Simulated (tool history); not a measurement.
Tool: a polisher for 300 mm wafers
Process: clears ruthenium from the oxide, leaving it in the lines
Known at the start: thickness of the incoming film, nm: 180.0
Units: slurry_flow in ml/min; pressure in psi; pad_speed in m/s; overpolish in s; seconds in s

run,hour,slurry_flow,pressure,pad_speed,overpolish,seconds
1,0.0,140,2.0,1.04,25,130.79
2,6.9,145,2.1,1.04,25,123.73
3,15.8,150,2.2,1.04,25,118.74
4,22.4,150,2.3,1.04,25,112.21
5,24.1,155,2.5,1.04,25,103.48
6,24.6,155,2.5,0.80,25,131.88
7,28.8,155,2.6,0.80,25,128.17

The next listed run, before its measurement:
8,33.4,155,2.7,0.80,25,?

Run 8 gave seconds 124.31 s.

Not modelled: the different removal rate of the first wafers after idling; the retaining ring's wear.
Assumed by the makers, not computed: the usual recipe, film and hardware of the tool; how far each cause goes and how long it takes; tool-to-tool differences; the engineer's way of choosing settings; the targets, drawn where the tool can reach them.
